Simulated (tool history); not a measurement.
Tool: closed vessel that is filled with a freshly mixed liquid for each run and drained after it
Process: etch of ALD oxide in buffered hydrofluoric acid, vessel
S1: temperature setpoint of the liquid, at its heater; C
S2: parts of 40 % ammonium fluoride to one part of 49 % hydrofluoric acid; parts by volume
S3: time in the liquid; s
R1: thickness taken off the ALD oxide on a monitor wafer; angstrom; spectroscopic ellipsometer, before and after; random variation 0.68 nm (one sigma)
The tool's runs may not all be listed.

run,day,S1,S2,S3,R1
1,0,22,16,100,739.66
2,0.279,22,16,100,743.12
3,0.504,22,16,100,738.69
4,0.833,22.5,16,100,752.57
5,1.05,23,16,100,781.6
6,1.296,23,19.5,100,638.28
7,1.367,24,19.5,100,665.78

Run 8 comes next. What will it give?
8,1.542,25,19.5,100,?

R1: 707.65 angstrom
